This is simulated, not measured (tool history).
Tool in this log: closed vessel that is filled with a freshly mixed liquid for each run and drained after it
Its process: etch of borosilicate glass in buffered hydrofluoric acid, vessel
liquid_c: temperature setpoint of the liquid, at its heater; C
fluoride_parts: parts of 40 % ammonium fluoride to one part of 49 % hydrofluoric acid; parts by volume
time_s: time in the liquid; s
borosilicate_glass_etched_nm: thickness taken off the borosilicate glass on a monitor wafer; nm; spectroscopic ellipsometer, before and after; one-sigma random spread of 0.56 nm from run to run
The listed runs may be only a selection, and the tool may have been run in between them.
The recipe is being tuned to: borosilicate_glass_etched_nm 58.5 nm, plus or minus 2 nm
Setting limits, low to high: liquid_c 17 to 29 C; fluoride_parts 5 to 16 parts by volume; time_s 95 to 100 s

run,hour,liquid_c,fluoride_parts,time_s,borosilicate_glass_etched_nm
1,0,21,9.5,95,101.99
2,1.8,21,7,95,139.04
3,9.1,20,8,95,113.89
4,16.7,19.5,9,95,97.779
5,25,19,9.5,95,91.328
6,28.3,19,7.5,95,116
7,31.4,17,10.5,95,75.835
8,34.3,17,11,95,71.053
9,35.3,17,11.5,95,68.569
10,44.6,17,12,95,65.707

4 next moves are on the table. One of them brings every result within its allowed miss. Which?
A,53.9,17,13,100,?
B,53.9,17,12.5,95,?
C,53.9,17.5,14,95,?
D,53.9,18.5,13,100,?

move,borosilicate_glass_etched_nm
A,64.84
B,64.041
C,58.851
D,70.482
A: gains on the last run, yet a result remains outside its allowed miss
B: gains on the last run, yet a result remains outside its allowed miss
C: meets every target
D: lands further from the targets than the last run did
So the answer is move C, the one that meets all the targets.
